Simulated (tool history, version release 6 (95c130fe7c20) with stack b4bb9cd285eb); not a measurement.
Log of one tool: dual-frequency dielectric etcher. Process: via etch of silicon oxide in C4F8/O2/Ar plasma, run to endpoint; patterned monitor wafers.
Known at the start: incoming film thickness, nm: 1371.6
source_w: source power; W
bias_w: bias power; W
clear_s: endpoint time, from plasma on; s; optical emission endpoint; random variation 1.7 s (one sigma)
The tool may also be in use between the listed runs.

run	hour	source_w	bias_w	clear_s
1	0.0	2050	1720	279.49
2	5.2	2050	1517	296.94
3	11.0	1980	1510	298.05
4	17.4	2140	1510	290.22
5	19.0	2050	1499	297.31
6	21.2	2050	1736	280.72
7	24.7	1960	1708	287.53
8	26.0	1960	1708	287.84
9	34.0	1880	1692	290.80
10	35.6	1810	1658	300.87

Forecast run 11:
11	41.0	1750	1652	?

clear_s: 307.02 s

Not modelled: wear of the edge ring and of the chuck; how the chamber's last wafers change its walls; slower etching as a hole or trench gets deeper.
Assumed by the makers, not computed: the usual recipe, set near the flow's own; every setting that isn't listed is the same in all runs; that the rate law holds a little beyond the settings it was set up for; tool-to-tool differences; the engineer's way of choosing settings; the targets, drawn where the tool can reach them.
